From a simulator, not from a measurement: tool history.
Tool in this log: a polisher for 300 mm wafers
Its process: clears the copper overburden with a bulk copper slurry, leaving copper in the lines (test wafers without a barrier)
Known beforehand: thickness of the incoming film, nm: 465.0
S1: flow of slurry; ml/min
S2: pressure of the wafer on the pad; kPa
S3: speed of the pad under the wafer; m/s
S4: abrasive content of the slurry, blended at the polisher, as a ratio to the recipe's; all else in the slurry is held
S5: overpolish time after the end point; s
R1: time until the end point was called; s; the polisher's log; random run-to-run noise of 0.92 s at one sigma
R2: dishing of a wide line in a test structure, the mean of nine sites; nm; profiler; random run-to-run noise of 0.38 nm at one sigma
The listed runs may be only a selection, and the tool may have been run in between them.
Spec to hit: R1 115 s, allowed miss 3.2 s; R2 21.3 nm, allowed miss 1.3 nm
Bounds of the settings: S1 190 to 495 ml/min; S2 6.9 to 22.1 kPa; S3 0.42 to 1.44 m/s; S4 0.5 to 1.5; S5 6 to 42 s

| run | hour | S1 | S2 | S3 | S4 | S5 | R1 | R2 |
|---|---|---|---|---|---|---|---|---|
| 1 | 0 | 320 | 14.5 | 0.92 | 1 | 21 | 82.804 | 29.706 |
| 2 | 8.9 | 320 | 14.5 | 0.92 | 0.85 | 21 | 87.614 | 30.276 |
| 3 | 15.1 | 320 | 14.5 | 0.92 | 0.7 | 21 | 94.979 | 29.104 |
| 4 | 24 | 320 | 14.5 | 1 | 0.7 | 21 | 87.749 | 28.793 |
| 5 | 32.9 | 310 | 13.8 | 1.02 | 0.7 | 19 | 89.691 | 29.12 |
| 6 | 38.9 | 255 | 13.8 | 1.02 | 0.7 | 19 | 93.027 | 28.635 |
| 7 | 43.2 | 245 | 13.1 | 1.04 | 0.7 | 17 | 94.535 | 27.35 |
| 8 | 47.4 | 240 | 12.4 | 1.06 | 0.7 | 16 | 99.764 | 26.524 |
| 9 | 51.4 | 235 | 12.4 | 1.08 | 0.7 | 15 | 99.187 | 26.871 |
| 10 | 53.8 | 230 | 12.4 | 1.1 | 0.7 | 14 | 96.807 | 25.528 |
| 11 | 62.4 | 225 | 12.4 | 1.1 | 0.7 | 13 | 98.378 | 25.803 |
| 12 | 66.1 | 220 | 12.4 | 1.12 | 0.7 | 12 | 97.543 | 24.903 |

Of the 4 settings listed for the next run, only one would bring every result within its allowed miss of target. Which one?
| A | 69.8 | 205 | 11.7 | 1.36 | 0.85 | 13 | ? | ? |
| B | 69.8 | 225 | 11.7 | 0.88 | 0.9 | 15 | ? | ? |
| C | 69.8 | 195 | 11.7 | 0.98 | 0.7 | 17 | ? | ? |
| D | 69.8 | 190 | 10.3 | 1.22 | 0.6 | 11 | ? | ? |

| move | R1 | R2 |
|---|---|---|
| A | 81.101 | 27.07 |
| B | 115.5 | 25.389 |
| C | 117.27 | 26.314 |
| D | 116.1 | 22.082 |
A: lands further from the targets than the last run did
B: gets the furthest-off result to its target, but another result is out of tolerance
C: gets the furthest-off result to its target, but another result is out of tolerance
D: meets every target
Move D is the one to make.
